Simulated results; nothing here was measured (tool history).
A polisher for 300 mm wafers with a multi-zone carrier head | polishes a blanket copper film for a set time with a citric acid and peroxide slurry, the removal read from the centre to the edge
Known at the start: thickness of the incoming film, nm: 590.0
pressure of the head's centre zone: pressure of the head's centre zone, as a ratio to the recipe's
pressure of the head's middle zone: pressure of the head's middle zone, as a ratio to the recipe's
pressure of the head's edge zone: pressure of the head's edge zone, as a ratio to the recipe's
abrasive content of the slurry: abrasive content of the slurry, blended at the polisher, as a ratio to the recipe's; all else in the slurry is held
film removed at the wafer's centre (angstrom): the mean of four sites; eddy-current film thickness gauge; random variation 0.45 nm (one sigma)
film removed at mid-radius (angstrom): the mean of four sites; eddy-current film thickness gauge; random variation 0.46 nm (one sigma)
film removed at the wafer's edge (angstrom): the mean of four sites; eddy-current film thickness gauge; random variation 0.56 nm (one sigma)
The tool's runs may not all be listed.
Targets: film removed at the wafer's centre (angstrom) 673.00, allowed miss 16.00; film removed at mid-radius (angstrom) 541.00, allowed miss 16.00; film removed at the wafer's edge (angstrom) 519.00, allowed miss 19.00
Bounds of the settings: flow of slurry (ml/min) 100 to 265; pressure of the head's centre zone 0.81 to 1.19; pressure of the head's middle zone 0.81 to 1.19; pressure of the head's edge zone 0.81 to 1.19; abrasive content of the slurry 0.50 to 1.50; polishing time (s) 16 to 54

run    day  flow of slurry (ml/min)  pressure of the head's centre zone  pressure of the head's middle zone  pressure of the head's edge zone  abrasive content of the slurry  polishing time (s)  film removed at the wafer's centre (angstrom)  film removed at mid-radius (angstrom)  film removed at the wafer's edge (angstrom)
  1  0.000                      170                                1.00                                1.00                              1.00                            1.00                  35                                         908.53                                 908.12                                       902.39
  2  0.292                      170                                1.00                                1.00                              1.00                            1.00                  28                                         724.20                                 714.47                                       705.50
  3  0.479                      170                                1.02                                0.99                              0.97                            0.90                  27                                         708.72                                 676.50                                       678.99
  4  0.604                      170                                1.02                                0.99                              0.97                            0.90                  22                                         573.78                                 553.52                                       543.83
  5  0.883                      185                                1.05                                0.99                              0.95                            0.85                  22                                         591.08                                 549.37                                       543.19
  6  1.246                      185                                1.05                                0.99                              1.02                            0.85                  22                                         593.29                                 551.66                                       555.05
  7  1.425                      195                                1.08                                0.99                              1.00                            0.85                  22                                         613.25                                 552.19                                       549.79
  8  1.800                      200                                1.10                                0.99                              0.99                            0.85                  22                                         627.52                                 552.62                                       550.99
  9  2.146                      205                                1.12                                0.99                              0.97                            0.85                  22                                         644.10                                 549.50                                       544.62
 10  2.417                      210                                1.13                                0.99                              0.96                            0.85                  22                                         657.90                                 552.81                                       547.72

4 next moves are on the table. One of them brings every result within its allowed miss. Which?
  A  2.688                      190                                1.16                                0.99                              0.87                            0.80                  24                                              ?                                      ?                                            ?
  B  2.688                      190                                1.10                                0.86                              1.00                            0.65                  23                                              ?                                      ?                                            ?
  C  2.688                      195                                1.09                                0.85                              1.05                            0.70                  23                                              ?                                      ?                                            ?
  D  2.688                      240                                1.18                                0.97                              0.89                            1.00                  21                                              ?                                      ?                                            ?

move  film removed at the wafer's centre (angstrom)  film removed at mid-radius (angstrom)  film removed at the wafer's edge (angstrom)
   A                                         714.14                                 586.00                                       559.52
   B                                         633.67                                 488.33                                       560.41
   C                                         634.54                                 488.66                                       579.57
   D                                         669.64                                 529.48                                       516.83
A: further off than the last run
B: further off than the last run
C: further off than the last run
D: meets every target
The right move is D.
